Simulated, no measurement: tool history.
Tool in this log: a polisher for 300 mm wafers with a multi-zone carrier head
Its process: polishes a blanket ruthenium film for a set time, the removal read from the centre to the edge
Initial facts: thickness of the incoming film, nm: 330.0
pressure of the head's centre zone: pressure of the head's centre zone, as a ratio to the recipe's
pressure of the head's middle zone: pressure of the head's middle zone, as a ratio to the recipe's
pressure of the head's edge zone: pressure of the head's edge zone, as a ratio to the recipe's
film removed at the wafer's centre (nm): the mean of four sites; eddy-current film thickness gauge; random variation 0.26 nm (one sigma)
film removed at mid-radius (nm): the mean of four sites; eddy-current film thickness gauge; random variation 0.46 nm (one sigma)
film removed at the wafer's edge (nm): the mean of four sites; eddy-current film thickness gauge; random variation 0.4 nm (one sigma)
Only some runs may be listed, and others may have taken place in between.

| run | day | flow of slurry (ml/min) | pressure of the head's centre zone | pressure of the head's middle zone | pressure of the head's edge zone | polishing time (s) | film removed at the wafer's centre (nm) | film removed at mid-radius (nm) | film removed at the wafer's edge (nm) |
|---|---|---|---|---|---|---|---|---|---|
| 1 | 0 | 290 | 1 | 1 | 1 | 34 | 56.378 | 57.559 | 55.688 |
| 2 | 0.054 | 285 | 0.97 | 0.97 | 1 | 33 | 53.807 | 54.469 | 53.314 |
| 3 | 0.333 | 285 | 0.97 | 0.97 | 1.08 | 33 | 53.35 | 55.073 | 55.283 |
| 4 | 0.475 | 285 | 1.05 | 0.97 | 1.08 | 33 | 57.589 | 54.502 | 55.636 |
| 5 | 0.696 | 285 | 1.05 | 0.97 | 1.12 | 33 | 57.835 | 53.279 | 55.942 |
| 6 | 0.95 | 280 | 1.02 | 0.95 | 1.13 | 32 | 54.528 | 51.614 | 55.121 |
| 7 | 1.046 | 275 | 0.99 | 0.93 | 1.12 | 31 | 50.567 | 48.467 | 53.451 |
| 8 | 1.354 | 250 | 0.89 | 0.86 | 1.02 | 28 | 40.752 | 40.693 | 45.644 |
| 9 | 1.504 | 245 | 0.88 | 0.86 | 1.02 | 28 | 40.464 | 40.593 | 45.143 |
| 10 | 1.712 | 240 | 0.87 | 0.86 | 1.03 | 28 | 39.511 | 41.135 | 46.463 |
| 11 | 1.962 | 235 | 0.87 | 0.86 | 1.03 | 28 | 39.501 | 40.703 | 45.648 |

Run 12 is up next; what results do you expect?
| 12 | 2.312 | 230 | 0.87 | 0.86 | 1.03 | 28 | ? | ? | ? |

{"run 12": {"film removed at the wafer's centre (nm)": 39.268, "film removed at mid-radius (nm)": 41.127, "film removed at the wafer's edge (nm)": 45.96}}
